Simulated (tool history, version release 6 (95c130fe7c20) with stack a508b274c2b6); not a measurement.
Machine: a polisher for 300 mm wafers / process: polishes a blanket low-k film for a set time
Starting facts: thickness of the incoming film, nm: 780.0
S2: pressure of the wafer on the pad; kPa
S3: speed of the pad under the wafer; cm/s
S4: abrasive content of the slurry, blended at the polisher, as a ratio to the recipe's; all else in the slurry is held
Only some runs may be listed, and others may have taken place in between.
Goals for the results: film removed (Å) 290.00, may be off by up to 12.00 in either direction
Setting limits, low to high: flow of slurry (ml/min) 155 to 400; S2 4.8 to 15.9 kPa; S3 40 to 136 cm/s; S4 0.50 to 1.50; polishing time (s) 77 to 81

{"run": 1, "day": 0.0, "flow of slurry (ml/min)": 255, "S2": 10.3, "S3": 88, "S4": 1.0, "polishing time (s)": 77, "film removed (Å)": 197.75}
{"run": 2, "day": 0.154, "flow of slurry (ml/min)": 255, "S2": 10.3, "S3": 72, "S4": 1.0, "polishing time (s)": 77, "film removed (Å)": 165.67}
{"run": 3, "day": 0.246, "flow of slurry (ml/min)": 255, "S2": 11.0, "S3": 72, "S4": 1.0, "polishing time (s)": 77, "film removed (Å)": 180.48}
{"run": 4, "day": 0.483, "flow of slurry (ml/min)": 255, "S2": 11.0, "S3": 60, "S4": 1.0, "polishing time (s)": 77, "film removed (Å)": 154.56}
{"run": 5, "day": 0.633, "flow of slurry (ml/min)": 255, "S2": 11.7, "S3": 62, "S4": 1.0, "polishing time (s)": 77, "film removed (Å)": 167.72}
{"run": 6, "day": 0.779, "flow of slurry (ml/min)": 280, "S2": 11.7, "S3": 62, "S4": 1.0, "polishing time (s)": 77, "film removed (Å)": 167.65}
{"run": 7, "day": 0.892, "flow of slurry (ml/min)": 280, "S2": 12.4, "S3": 64, "S4": 1.0, "polishing time (s)": 77, "film removed (Å)": 181.56}
{"run": 8, "day": 0.929, "flow of slurry (ml/min)": 280, "S2": 13.1, "S3": 66, "S4": 1.0, "polishing time (s)": 77, "film removed (Å)": 199.86}
{"run": 9, "day": 1.146, "flow of slurry (ml/min)": 280, "S2": 13.8, "S3": 68, "S4": 1.0, "polishing time (s)": 77, "film removed (Å)": 211.75}
{"run": 10, "day": 1.379, "flow of slurry (ml/min)": 280, "S2": 13.8, "S3": 70, "S4": 1.0, "polishing time (s)": 77, "film removed (Å)": 217.97}
{"run": 11, "day": 1.604, "flow of slurry (ml/min)": 280, "S2": 13.8, "S3": 72, "S4": 1.0, "polishing time (s)": 77, "film removed (Å)": 223.43}
{"run": 12, "day": 1.908, "flow of slurry (ml/min)": 280, "S2": 13.8, "S3": 74, "S4": 1.0, "polishing time (s)": 77, "film removed (Å)": 230.44}
{"run": 13, "day": 2.267, "flow of slurry (ml/min)": 280, "S2": 13.8, "S3": 74, "S4": 1.0, "polishing time (s)": 77, "film removed (Å)": 231.65}
{"run": 14, "day": 2.362, "flow of slurry (ml/min)": 280, "S2": 15.2, "S3": 76, "S4": 1.0, "polishing time (s)": 77, "film removed (Å)": 255.63}

Which one of the following 4 next-run settings gets every result inside its allowed miss? There is exactly one.
{"run": "A", "day": 2.458, "flow of slurry (ml/min)": 245, "S2": 14.5, "S3": 100, "S4": 0.9, "polishing time (s)": 79, "film removed (Å)": "?"}
{"run": "B", "day": 2.458, "flow of slurry (ml/min)": 265, "S2": 13.1, "S3": 80, "S4": 0.9, "polishing time (s)": 77, "film removed (Å)": "?"}
{"run": "C", "day": 2.458, "flow of slurry (ml/min)": 290, "S2": 14.5, "S3": 58, "S4": 1.15, "polishing time (s)": 77, "film removed (Å)": "?"}
{"run": "D", "day": 2.458, "flow of slurry (ml/min)": 305, "S2": 15.9, "S3": 80, "S4": 1.1, "polishing time (s)": 81, "film removed (Å)": "?"}

move=A film_removed_(Å)=296.30
move=B film_removed_(Å)=220.50
move=C film_removed_(Å)=212.17
move=D film_removed_(Å)=310.69
A: all results land within tolerance of their targets
B: misses by more than the last run did
C: misses by more than the last run did
D: takes the biggest miss from the last run beyond its target
The right move is A.

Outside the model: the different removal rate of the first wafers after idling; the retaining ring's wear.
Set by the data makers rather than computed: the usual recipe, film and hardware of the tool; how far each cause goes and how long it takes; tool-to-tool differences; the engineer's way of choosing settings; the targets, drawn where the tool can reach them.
